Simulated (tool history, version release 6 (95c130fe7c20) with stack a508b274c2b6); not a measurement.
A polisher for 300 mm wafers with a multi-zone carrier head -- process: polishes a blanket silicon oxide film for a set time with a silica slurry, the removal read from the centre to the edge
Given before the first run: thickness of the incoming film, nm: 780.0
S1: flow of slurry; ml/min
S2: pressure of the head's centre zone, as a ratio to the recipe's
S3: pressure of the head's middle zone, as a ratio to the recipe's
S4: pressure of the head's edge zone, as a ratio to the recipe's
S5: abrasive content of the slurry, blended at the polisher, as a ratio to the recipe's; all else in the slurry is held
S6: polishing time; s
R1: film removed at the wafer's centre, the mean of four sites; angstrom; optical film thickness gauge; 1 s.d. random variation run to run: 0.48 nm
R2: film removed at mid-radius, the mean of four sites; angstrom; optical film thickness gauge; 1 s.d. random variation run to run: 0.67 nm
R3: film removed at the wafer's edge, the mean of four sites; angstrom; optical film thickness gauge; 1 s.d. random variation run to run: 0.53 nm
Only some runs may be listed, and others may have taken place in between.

run 1 hour=0 | S1=195 S2=1 S3=1 S4=1 S5=1 S6=35 | R1=954 R2=1031.6 R3=1057.2
run 2 hour=8.2 | S1=190 S2=0.99 S3=0.99 S4=0.99 S5=0.95 S6=34 | R1=887.36 R2=995.61 R3=994.53
run 3 hour=16.6 | S1=190 S2=0.99 S3=0.99 S4=1.04 S5=0.95 S6=34 | R1=898.22 R2=961.11 R3=1018.8
run 4 hour=22.7 | S1=185 S2=0.98 S3=0.98 S4=1.04 S5=0.9 S6=33 | R1=839.09 R2=907.99 R3=956.05
run 5 hour=27.3 | S1=185 S2=0.98 S3=0.91 S4=1.04 S5=0.9 S6=33 | R1=828.17 R2=867.12 R3=962.94
run 6 hour=30.3 | S1=185 S2=0.98 S3=0.91 S4=1.04 S5=1.1 S6=33 | R1=906.47 R2=938.32 R3=1058.2
run 7 hour=36.4 | S1=180 S2=0.97 S3=0.9 S4=1.03 S5=1.05 S6=32 | R1=864.19 R2=886.75 R3=993.64
run 8 hour=44 | S1=175 S2=0.96 S3=0.89 S4=1.03 S5=1 S6=31 | R1=801.46 R2=813.62 R3=953.58

Forecast run 9:
run 9 hour=50.1 | S1=195 S2=0.89 S3=0.99 S4=0.93 S5=0.75 S6=25 | R1=? R2=? R3=?

{"run 9": {"R1": 529.15, "R2": 639.15, "R3": 634.21}}
